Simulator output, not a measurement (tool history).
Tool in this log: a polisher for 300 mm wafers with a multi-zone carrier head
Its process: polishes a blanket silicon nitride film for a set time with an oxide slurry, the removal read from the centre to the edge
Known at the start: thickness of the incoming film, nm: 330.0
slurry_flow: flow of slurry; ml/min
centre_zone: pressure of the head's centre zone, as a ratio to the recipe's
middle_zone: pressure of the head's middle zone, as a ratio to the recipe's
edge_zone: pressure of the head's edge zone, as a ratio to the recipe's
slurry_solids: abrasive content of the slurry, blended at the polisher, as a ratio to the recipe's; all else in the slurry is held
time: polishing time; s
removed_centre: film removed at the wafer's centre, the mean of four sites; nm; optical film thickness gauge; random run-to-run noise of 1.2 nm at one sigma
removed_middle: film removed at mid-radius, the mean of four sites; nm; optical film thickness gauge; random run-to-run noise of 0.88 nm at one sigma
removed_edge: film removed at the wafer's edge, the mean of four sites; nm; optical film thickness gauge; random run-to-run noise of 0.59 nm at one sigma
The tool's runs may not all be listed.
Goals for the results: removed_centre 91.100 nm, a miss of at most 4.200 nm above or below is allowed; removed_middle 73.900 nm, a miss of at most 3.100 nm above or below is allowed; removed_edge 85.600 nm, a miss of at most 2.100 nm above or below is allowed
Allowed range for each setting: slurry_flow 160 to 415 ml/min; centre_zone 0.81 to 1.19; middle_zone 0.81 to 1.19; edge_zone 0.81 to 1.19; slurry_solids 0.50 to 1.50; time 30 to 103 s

run  hour  slurry_flow  centre_zone  middle_zone  edge_zone  slurry_solids  time  removed_centre  removed_middle  removed_edge
  1   0.0          265         1.00         1.00       1.00           1.00    66          62.016          63.155        65.241
  2   8.0          265         1.00         1.00       1.00           0.80    66          54.100          56.781        58.062
  3  11.1          270         1.03         0.99       1.03           0.90    66          60.190          59.026        62.380
  4  12.7          270         1.03         0.99       1.03           0.90    81          75.387          74.073        76.700
  5  16.0          270         1.08         0.99       1.03           0.90    81          76.941          73.430        76.403
  6  18.7          280         1.10         0.98       1.05           0.90    81          80.003          71.783        77.255
  7  21.2          285         1.11         0.98       1.07           0.90    81          79.352          72.963        78.497
  8  28.9          285         1.11         0.98       1.07           0.90    81          79.380          72.584        78.278
  9  31.7          290         1.12         0.97       1.08           0.90    81          78.967          70.710        78.369
 10  40.1          290         1.13         0.97       1.08           0.95    81          84.692          73.394        82.163
 11  45.2          295         1.14         0.97       1.08           0.95    81          83.846          72.279        80.265

Which single option among these 4 for the next run brings every result within its allowed miss of target? Just one does.
  A  50.3          280         1.14         1.01       1.04           0.95    88               ?               ?             ?
  B  50.3          305         1.17         0.82       1.17           1.10    80               ?               ?             ?
  C  50.3          220         1.15         0.88       1.00           0.95    92               ?               ?             ?
  D  50.3          310         1.18         1.04       0.99           0.95    85               ?               ?             ?

move  removed_centre  removed_middle  removed_edge
   A          90.644          83.079        86.145
   B          90.470          69.050        89.383
   C          92.057          75.555        86.400
   D          91.184          83.031        81.891
A: meets the target for the result that was furthest off, but another lies outside its allowed miss
B: moves the result that the last run missed by most past its target, out the other side
C: meets every target
D: its largest miss is bigger than the last run's
So the answer is move C, the one that meets all the targets.
